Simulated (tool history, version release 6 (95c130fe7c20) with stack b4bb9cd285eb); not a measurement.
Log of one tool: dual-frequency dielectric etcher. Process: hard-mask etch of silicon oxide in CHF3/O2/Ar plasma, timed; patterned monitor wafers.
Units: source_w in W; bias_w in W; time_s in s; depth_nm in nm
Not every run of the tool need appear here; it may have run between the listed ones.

run  hour  source_w  bias_w  time_s  depth_nm
  1   0.0       560     210      25    50.373
  2   3.8       520     210      25    49.048
  3  11.9       520     182      25    46.976
  4  20.2       570     182      25    47.956
  5  26.9       590     194      25    49.834
  6  31.2       610     202      25    51.360
  7  39.3       630     207      25    52.580

Forecast run 8:
  8  44.1       650     211      25         ?

depth_nm: 53.460 nm

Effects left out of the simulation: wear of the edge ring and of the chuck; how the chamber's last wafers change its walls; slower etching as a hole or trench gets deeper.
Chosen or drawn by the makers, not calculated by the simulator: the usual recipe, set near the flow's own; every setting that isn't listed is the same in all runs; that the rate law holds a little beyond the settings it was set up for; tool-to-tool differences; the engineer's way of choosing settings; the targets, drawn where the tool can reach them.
